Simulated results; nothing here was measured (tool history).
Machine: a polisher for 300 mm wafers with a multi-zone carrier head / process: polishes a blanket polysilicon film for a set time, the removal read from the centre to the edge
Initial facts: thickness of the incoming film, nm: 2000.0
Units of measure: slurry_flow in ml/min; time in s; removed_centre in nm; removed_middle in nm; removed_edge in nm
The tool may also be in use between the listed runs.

Run 1, hour 0: slurry_flow 305 ml/min, centre_zone 1, middle_zone 1, edge_zone 1, time 81 s. Result: removed_centre 620.27 nm, removed_middle 570.45 nm, removed_edge 552.35 nm.
Run 2, hour 4.4: slurry_flow 305 ml/min, centre_zone 1, middle_zone 1, edge_zone 1.06, time 81 s. Result: removed_centre 614.56 nm, removed_middle 566.81 nm, removed_edge 572.83 nm.
Run 3, hour 7.4: slurry_flow 300 ml/min, centre_zone 0.97, middle_zone 0.99, edge_zone 1.03, time 79 s. Result: removed_centre 575.35 nm, removed_middle 558.16 nm, removed_edge 549.86 nm.
Run 4, hour 15.5: slurry_flow 295 ml/min, centre_zone 0.95, middle_zone 0.97, edge_zone 1.01, time 77 s. Result: removed_centre 549.33 nm, removed_middle 531.36 nm, removed_edge 529.42 nm.
Run 5, hour 17.6: slurry_flow 295 ml/min, centre_zone 0.95, middle_zone 0.97, edge_zone 1.01, time 89 s. Result: removed_centre 646 nm, removed_middle 605.42 nm, removed_edge 612.96 nm.
Run 6, hour 18.4: slurry_flow 295 ml/min, centre_zone 0.95, middle_zone 0.89, edge_zone 1.01, time 89 s. Result: removed_centre 634.9 nm, removed_middle 558.65 nm, removed_edge 616.13 nm.
Run 7, hour 19.7: slurry_flow 290 ml/min, centre_zone 0.93, middle_zone 0.89, edge_zone 0.98, time 86 s. Result: removed_centre 608.7 nm, removed_middle 555.65 nm, removed_edge 581.85 nm.
Run 8, hour 22.1: slurry_flow 285 ml/min, centre_zone 0.91, middle_zone 0.88, edge_zone 0.97, time 83 s. Result: removed_centre 576.03 nm, removed_middle 532.94 nm, removed_edge 565.13 nm.
Run 9, hour 25: slurry_flow 285 ml/min, centre_zone 0.9, middle_zone 0.88, edge_zone 0.95, time 80 s. Result: removed_centre 549.88 nm, removed_middle 517.51 nm, removed_edge 537.89 nm.
Run 10, hour 31: slurry_flow 280 ml/min, centre_zone 0.89, middle_zone 0.88, edge_zone 0.94, time 78 s. Result: removed_centre 525.45 nm, removed_middle 491.52 nm, removed_edge 522.52 nm.
At hour 36.7: centre zone pressure recalibrated.
Run 11, hour 36.7: slurry_flow 280 ml/min, centre_zone 0.88, middle_zone 0.89, edge_zone 0.92, time 77 s. Result: removed_centre 463.33 nm, removed_middle 496.93 nm, removed_edge 508.87 nm.
Run 12, hour 39.2: slurry_flow 280 ml/min, centre_zone 0.89, middle_zone 0.89, edge_zone 0.91, time 76 s. Result: removed_centre 459.37 nm, removed_middle 499.51 nm, removed_edge 499.25 nm.

Expected results for the next run?
Run 13, hour 44.1: slurry_flow 280 ml/min, centre_zone 0.91, middle_zone 0.88, edge_zone 0.9, time 75 s. Result: removed_centre ?, removed_middle ?, removed_edge ?.

Run 13 produced removed_centre 465.8 nm, removed_middle 488.08 nm, removed_edge 488.23 nm.
